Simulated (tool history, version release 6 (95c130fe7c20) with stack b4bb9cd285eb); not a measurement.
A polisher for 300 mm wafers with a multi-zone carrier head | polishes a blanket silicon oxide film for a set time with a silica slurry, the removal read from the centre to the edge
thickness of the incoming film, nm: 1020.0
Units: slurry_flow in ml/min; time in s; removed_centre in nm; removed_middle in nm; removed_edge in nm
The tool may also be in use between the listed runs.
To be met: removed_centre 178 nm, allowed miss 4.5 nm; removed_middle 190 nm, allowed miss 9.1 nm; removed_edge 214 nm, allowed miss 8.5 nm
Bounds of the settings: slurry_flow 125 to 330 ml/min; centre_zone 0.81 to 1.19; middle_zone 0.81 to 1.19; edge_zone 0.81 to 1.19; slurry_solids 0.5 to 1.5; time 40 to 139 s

run  hour  slurry_flow  centre_zone  middle_zone  edge_zone  slurry_solids  time  removed_centre  removed_middle  removed_edge
  1     0          210            1            1          1              1    89          304.87          308.67        301.86
  2   1.3          200         0.96         0.96          1            0.9    87          273.96          271.55        282.51
  3   3.6          190         0.92         0.95          1            0.8    85          245.48          251.11        265.79
  4  11.1          180         0.89         0.94       0.99           0.75    83          225.12          237.15        252.42
  5  18.5          180         0.89         0.94       0.93           0.75    83          228.02          238.96        240.65
  6    25          175         0.87         0.92       0.94            0.7    82          212.88          223.01        240.66
  7  27.1          170         0.86         0.91       0.93           0.65    82          204.25          211.36        218.32
  8  32.7          150         0.81         0.88       1.03           0.55    79          168.83          179.39        206.13

Which of these 4 next moves meets every target?
  A  38.3          125         0.92         0.89       1.01           0.65    74               ?               ?             ?
  B  38.3          140         0.83         0.84       1.07            0.6    86               ?               ?             ?
  C  38.3          165         0.82         0.96       0.92           0.55    77               ?               ?             ?
  D  38.3          155         0.82          0.9       1.01           0.55    82               ?               ?             ?

move  removed_centre  removed_middle  removed_edge
   A          175.23          177.86        200.24
   B          188.98           196.6        236.39
   C          168.52          195.71        194.27
   D          176.74          195.24        214.36
A: brings the result that was furthest off to its target, and leaves another outside
B: takes the result that was furthest off past its target
C: further off than the last run
D: meets every target
The right move is D.
